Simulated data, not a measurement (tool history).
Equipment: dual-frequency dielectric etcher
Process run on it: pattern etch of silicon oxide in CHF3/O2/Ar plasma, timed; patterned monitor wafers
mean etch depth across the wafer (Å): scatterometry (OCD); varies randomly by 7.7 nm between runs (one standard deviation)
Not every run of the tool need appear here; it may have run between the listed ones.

run    day  source power (W)  bias power (W)  etch time (s)  mean etch depth across the wafer (Å)
  1  0.000               790             208          481.0                                9858.3
  2  0.183               830             215          482.5                               10300.0
  3  0.262               830             215          502.0                               10561.0
  4  0.500               870             220          502.0                               10849.0
  5  0.571               960             220          502.0                               11278.0
  6  0.788               900             220          502.0                               10978.0
  7  1.079               930             224          502.0                               11335.0
  8  1.217               950             225          502.0                               11300.0
  9  1.417               970             228          502.0                               11591.0
 10  1.558               980             229          502.0                               11621.0

What does the tool deliver on the next run?
 11  1.738               990             230          502.0                                     ?

{"run 11": {"mean etch depth across the wafer (Å)": 11496.0}}
